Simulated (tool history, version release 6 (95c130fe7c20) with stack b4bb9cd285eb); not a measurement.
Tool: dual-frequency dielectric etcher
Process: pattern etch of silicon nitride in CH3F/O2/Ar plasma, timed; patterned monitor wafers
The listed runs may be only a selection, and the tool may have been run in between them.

run  hour  source power (kW)  bias power (kW)  etch time (s)  mean etch depth across the wafer (Å)
  1     0               0.38            0.095           46.5                                 360.2
  2   5.9               0.42            0.098           46.5                                 376.5
  3  14.1               0.45            0.102           46.5                                 386.3
  4  15.4               0.48            0.102           46.5                                394.12
  5  18.4               0.48             0.11           46.5                                403.65
  6  19.4               0.48            0.116           46.5                                415.79
  7  22.9               0.49            0.117           46.5                                423.32

Run 8 comes next. What will it give?
  8  23.7                0.5            0.117           46.5                                     ?

{"run 8": {"mean etch depth across the wafer (Å)": 419.67}}
